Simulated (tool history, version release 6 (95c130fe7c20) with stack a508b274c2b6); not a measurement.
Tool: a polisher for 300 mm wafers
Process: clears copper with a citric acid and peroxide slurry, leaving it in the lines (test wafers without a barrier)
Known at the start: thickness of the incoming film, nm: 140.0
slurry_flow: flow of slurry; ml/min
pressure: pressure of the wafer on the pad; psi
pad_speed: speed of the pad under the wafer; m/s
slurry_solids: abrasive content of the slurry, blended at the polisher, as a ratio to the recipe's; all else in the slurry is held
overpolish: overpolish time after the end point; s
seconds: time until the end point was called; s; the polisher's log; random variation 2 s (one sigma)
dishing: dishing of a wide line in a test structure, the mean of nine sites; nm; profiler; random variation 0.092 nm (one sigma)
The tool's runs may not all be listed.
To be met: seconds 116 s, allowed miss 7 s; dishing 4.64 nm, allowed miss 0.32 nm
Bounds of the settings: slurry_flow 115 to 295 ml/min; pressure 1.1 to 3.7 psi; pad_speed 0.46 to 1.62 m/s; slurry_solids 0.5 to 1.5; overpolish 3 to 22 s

Run 1, hour 0: slurry_flow 190 ml/min, pressure 2.4 psi, pad_speed 1.04 m/s, slurry_solids 1, overpolish 11 s. Result: seconds 87.631 s, dishing 13.454 nm.
Run 2, hour 4.9: slurry_flow 190 ml/min, pressure 1.9 psi, pad_speed 1.04 m/s, slurry_solids 1, overpolish 11 s. Result: seconds 111.66 s, dishing 10.212 nm.
Run 3, hour 10.6: slurry_flow 190 ml/min, pressure 1.9 psi, pad_speed 1.26 m/s, slurry_solids 1, overpolish 11 s. Result: seconds 91.72 s, dishing 12.119 nm.
Run 4, hour 13: slurry_flow 190 ml/min, pressure 1.9 psi, pad_speed 1.26 m/s, slurry_solids 1, overpolish 8 s. Result: seconds 90.693 s, dishing 9.4134 nm.
Run 5, hour 15.5: slurry_flow 190 ml/min, pressure 1.7 psi, pad_speed 1.26 m/s, slurry_solids 1, overpolish 6 s. Result: seconds 101.99 s, dishing 6.1255 nm.
Run 6, hour 21.2: slurry_flow 190 ml/min, pressure 1.6 psi, pad_speed 1.26 m/s, slurry_solids 1, overpolish 6 s. Result: seconds 105.57 s, dishing 5.8576 nm.
Run 7, hour 23.9: slurry_flow 190 ml/min, pressure 1.5 psi, pad_speed 1.26 m/s, slurry_solids 1, overpolish 6 s. Result: seconds 114.45 s, dishing 5.6088 nm.
Run 8, hour 29.3: slurry_flow 190 ml/min, pressure 1.5 psi, pad_speed 1.24 m/s, slurry_solids 1, overpolish 4 s. Result: seconds 116.56 s, dishing 3.6806 nm.
Run 9, hour 31.4: slurry_flow 185 ml/min, pressure 1.5 psi, pad_speed 1.24 m/s, slurry_solids 1, overpolish 4 s. Result: seconds 114.19 s, dishing 3.8257 nm.
Run 10, hour 39.9: slurry_flow 185 ml/min, pressure 1.5 psi, pad_speed 1.24 m/s, slurry_solids 1, overpolish 7 s. Result: seconds 117.87 s, dishing 6.301 nm.
Run 11, hour 42.8: slurry_flow 185 ml/min, pressure 1.5 psi, pad_speed 1.24 m/s, slurry_solids 1, overpolish 7 s. Result: seconds 117.04 s, dishing 6.4898 nm.
Run 12, hour 46.2: slurry_flow 205 ml/min, pressure 1.5 psi, pad_speed 1.22 m/s, slurry_solids 1, overpolish 7 s. Result: seconds 114.46 s, dishing 6.3347 nm.
Run 13, hour 47.5: slurry_flow 200 ml/min, pressure 1.5 psi, pad_speed 1.2 m/s, slurry_solids 1, overpolish 6 s. Result: seconds 114.15 s, dishing 5.4129 nm.

5 next moves are on the table. One of them brings every result within its allowed miss. Which?
Run A, hour 48.8: slurry_flow 235 ml/min, pressure 1.6 psi, pad_speed 1.18 m/s, slurry_solids 1.1, overpolish 6 s. Result: seconds ?, dishing ?.
Run B, hour 48.8: slurry_flow 175 ml/min, pressure 1.6 psi, pad_speed 1.16 m/s, slurry_solids 1.1, overpolish 7 s. Result: seconds ?, dishing ?.
Run C, hour 48.8: slurry_flow 185 ml/min, pressure 1.5 psi, pad_speed 1.12 m/s, slurry_solids 1.3, overpolish 8 s. Result: seconds ?, dishing ?.
Run D, hour 48.8: slurry_flow 155 ml/min, pressure 1.6 psi, pad_speed 1.28 m/s, slurry_solids 0.85, overpolish 5 s. Result: seconds ?, dishing ?.
Run E, hour 48.8: slurry_flow 205 ml/min, pressure 1.5 psi, pad_speed 1.36 m/s, slurry_solids 0.8, overpolish 7 s. Result: seconds ?, dishing ?.

move  seconds  dishing
   A   110.31   5.9417
   B   116.98   6.5147
   C   121.94   7.1118
   D   116.77   4.7105
   E   113.82   6.6821
A: further off than the last run
B: further off than the last run
C: further off than the last run
D: meets every target
E: further off than the last run
Move D is the one to make.
